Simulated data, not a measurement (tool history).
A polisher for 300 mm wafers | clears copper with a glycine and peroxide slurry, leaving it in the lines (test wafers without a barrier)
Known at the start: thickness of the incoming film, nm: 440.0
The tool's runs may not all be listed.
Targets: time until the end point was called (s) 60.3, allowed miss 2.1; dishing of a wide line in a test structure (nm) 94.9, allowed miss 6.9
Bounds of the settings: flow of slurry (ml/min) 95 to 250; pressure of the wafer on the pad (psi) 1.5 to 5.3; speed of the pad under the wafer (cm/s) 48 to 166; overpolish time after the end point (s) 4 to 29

run,hour,flow of slurry (ml/min),pressure of the wafer on the pad (psi),speed of the pad under the wafer (cm/s),overpolish time after the end point (s),time until the end point was called (s),dishing of a wide line in a test structure (nm)
1,0,160,3.4,106,15,66.525,62.193
2,6.6,195,3.4,106,15,63.644,65.294
3,7.5,195,3.4,106,17,64.875,70.404
4,9.2,175,3.4,106,17,63.955,71.184
5,16.9,175,2.6,106,17,80.779,58.841
6,25.7,175,2.6,132,17,68.098,66.748
7,33.2,175,2.7,132,18,66.154,69.729
8,35.7,175,2.8,132,19,64.676,77.077
9,37.4,175,2.8,132,19,63.168,77.016
10,41.4,175,2.8,132,19,63.633,76.476
11,48,175,2.8,132,20,62.321,77.843

Which of these 5 next moves meets every target?
A,54.6,170,3.1,114,27,?,?
B,54.6,170,2.8,126,29,?,?
C,54.6,165,3,134,24,?,?
D,54.6,170,2.7,136,22,?,?
E,54.6,200,3,130,29,?,?

move,time until the end point was called (s),dishing of a wide line in a test structure (nm)
A,66.962,98.328
B,67.247,100.97
C,60.378,96.477
D,65.107,85.45
E,60.663,108.36
A: brings the result that was furthest off to its target, and leaves another outside
B: brings the result that was furthest off to its target, and leaves another outside
C: meets every target
D: nearer than the last run, and not there yet
E: takes the result that was furthest off past its target
Answer: C
